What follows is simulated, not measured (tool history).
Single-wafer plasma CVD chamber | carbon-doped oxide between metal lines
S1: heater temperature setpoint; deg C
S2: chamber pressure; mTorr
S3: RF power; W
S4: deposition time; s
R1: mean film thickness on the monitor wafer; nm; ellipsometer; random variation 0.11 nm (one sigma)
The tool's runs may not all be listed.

run 1 day=0.000 | S1=330 S2=5180 S3=440 S4=7.22 | R1=39.421
run 2 day=0.233 | S1=330 S2=5180 S3=405 S4=7.22 | R1=36.998
run 3 day=0.308 | S1=332 S2=5010 S3=400 S4=7.22 | R1=36.493
run 4 day=0.354 | S1=333 S2=4900 S3=390 S4=7.21 | R1=35.460
run 5 day=0.433 | S1=335 S2=4780 S3=385 S4=7.21 | R1=34.938
run 6 day=0.675 | S1=335 S2=4780 S3=385 S4=7.22 | R1=34.765
run 7 day=0.871 | S1=337 S2=4690 S3=385 S4=7.22 | R1=34.489
run 8 day=0.967 | S1=338 S2=4610 S3=385 S4=7.22 | R1=34.321
run 9 day=1.312 | S1=339 S2=4540 S3=385 S4=7.22 | R1=34.179

Run 10 comes next. What will it give?
run 10 day=1.558 | S1=340 S2=4470 S3=385 S4=7.22 | R1=?

Run 10 gave R1 33.936 nm.
